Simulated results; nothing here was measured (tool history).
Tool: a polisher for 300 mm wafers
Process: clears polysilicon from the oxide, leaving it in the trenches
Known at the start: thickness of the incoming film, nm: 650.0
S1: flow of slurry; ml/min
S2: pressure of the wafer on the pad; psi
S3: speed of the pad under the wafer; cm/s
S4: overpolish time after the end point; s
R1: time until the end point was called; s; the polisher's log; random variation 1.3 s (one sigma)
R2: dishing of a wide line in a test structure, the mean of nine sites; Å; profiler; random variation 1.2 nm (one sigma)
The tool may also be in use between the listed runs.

{"run": 1, "hour": 0.0, "S1": 250, "S2": 2.5, "S3": 82, "S4": 21, "R1": 70.389, "R2": 601.88}
{"run": 2, "hour": 7.2, "S1": 250, "S2": 2.1, "S3": 82, "S4": 21, "R1": 81.565, "R2": 625.22}
{"run": 3, "hour": 15.0, "S1": 250, "S2": 2, "S3": 82, "S4": 20, "R1": 88.822, "R2": 576.46}
{"run": 4, "hour": 23.1, "S1": 250, "S2": 1.8, "S3": 82, "S4": 20, "R1": 96.841, "R2": 586.94}
{"run": 5, "hour": 31.6, "S1": 250, "S2": 1.8, "S3": 66, "S4": 20, "R1": 121.12, "R2": 532.93}
{"run": 6, "hour": 37.6, "S1": 250, "S2": 1.8, "S3": 66, "S4": 26, "R1": 118.79, "R2": 588.11}

The next listed run, before its measurement:
{"run": 7, "hour": 44.1, "S1": 250, "S2": 1.9, "S3": 66, "S4": 27, "R1": "?", "R2": "?"}

R1: 112.13 s
R2: 582.63 Å

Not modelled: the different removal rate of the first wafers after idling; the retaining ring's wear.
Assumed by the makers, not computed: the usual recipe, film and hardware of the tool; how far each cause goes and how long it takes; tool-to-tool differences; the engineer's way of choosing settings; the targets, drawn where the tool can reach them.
